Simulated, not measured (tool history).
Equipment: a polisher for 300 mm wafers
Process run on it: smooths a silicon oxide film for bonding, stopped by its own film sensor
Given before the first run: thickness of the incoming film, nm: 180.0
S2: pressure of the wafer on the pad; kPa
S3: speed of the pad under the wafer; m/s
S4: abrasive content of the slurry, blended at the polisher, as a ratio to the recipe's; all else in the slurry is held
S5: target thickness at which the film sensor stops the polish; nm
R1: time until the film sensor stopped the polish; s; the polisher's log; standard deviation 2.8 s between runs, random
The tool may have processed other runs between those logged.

Run 1, hour 0.0: flow of slurry (ml/min) 250, S2 15.2 kPa, S3 0.76 m/s, S4 1.00, S5 134 nm. Result: R1 78.719 s.
Run 2, hour 7.3: flow of slurry (ml/min) 250, S2 13.1 kPa, S3 0.74 m/s, S4 1.00, S5 134 nm. Result: R1 95.139 s.
Run 3, hour 15.4: flow of slurry (ml/min) 250, S2 11.7 kPa, S3 0.74 m/s, S4 1.00, S5 134 nm. Result: R1 100.840 s.
Run 4, hour 22.4: flow of slurry (ml/min) 250, S2 15.2 kPa, S3 0.74 m/s, S4 1.00, S5 134 nm. Result: R1 78.454 s.
Run 5, hour 29.2: flow of slurry (ml/min) 250, S2 15.2 kPa, S3 0.74 m/s, S4 1.15, S5 134 nm. Result: R1 75.842 s.
Run 6, hour 30.1: flow of slurry (ml/min) 250, S2 13.1 kPa, S3 0.72 m/s, S4 1.15, S5 134 nm. Result: R1 90.730 s.
Run 7, hour 34.8: flow of slurry (ml/min) 250, S2 11.7 kPa, S3 0.70 m/s, S4 1.15, S5 134 nm. Result: R1 100.900 s.

Run 8 has not been measured yet. What should we expect?
Run 8, hour 41.7: flow of slurry (ml/min) 250, S2 10.3 kPa, S3 0.68 m/s, S4 1.15, S5 134 nm. Result: R1 ?.

R1: 119.760 s
